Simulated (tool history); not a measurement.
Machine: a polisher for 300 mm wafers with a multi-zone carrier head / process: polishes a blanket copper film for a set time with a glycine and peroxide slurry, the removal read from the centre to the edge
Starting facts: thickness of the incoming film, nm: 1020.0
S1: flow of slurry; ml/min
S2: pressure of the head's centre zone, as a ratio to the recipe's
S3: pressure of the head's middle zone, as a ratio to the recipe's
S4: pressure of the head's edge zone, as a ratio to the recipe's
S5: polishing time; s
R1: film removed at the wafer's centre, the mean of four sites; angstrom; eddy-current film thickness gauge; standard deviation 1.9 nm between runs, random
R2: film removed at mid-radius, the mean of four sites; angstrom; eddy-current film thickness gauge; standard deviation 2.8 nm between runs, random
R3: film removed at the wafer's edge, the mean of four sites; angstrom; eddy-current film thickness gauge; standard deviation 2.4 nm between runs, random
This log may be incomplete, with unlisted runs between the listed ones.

run,day,S1,S2,S3,S4,S5,R1,R2,R3
1,0,145,1,1,1,44,2030.5,1998.4,2051.1
2,0.258,145,1,1,0.91,44,2011.8,2048.2,1993.4
3,0.333,145,0.95,1,0.91,44,1926.3,1969.8,2010.9
4,0.488,145,0.99,1,0.91,44,1986.8,2038.5,1994.1
5,0.6,145,0.99,1,0.96,44,2009.5,2023.9,2010.1
6,0.671,150,0.96,1.03,0.97,46,2014.7,2170.6,2133
7,0.892,155,0.95,1.04,0.99,47,2054.2,2283.3,2179.6

Predict the results of run 8:
8,1.062,160,0.94,1.05,1.01,48,?,?,?

R1: 2108.7 angstrom
R2: 2316.9 angstrom
R3: 2286.1 angstrom
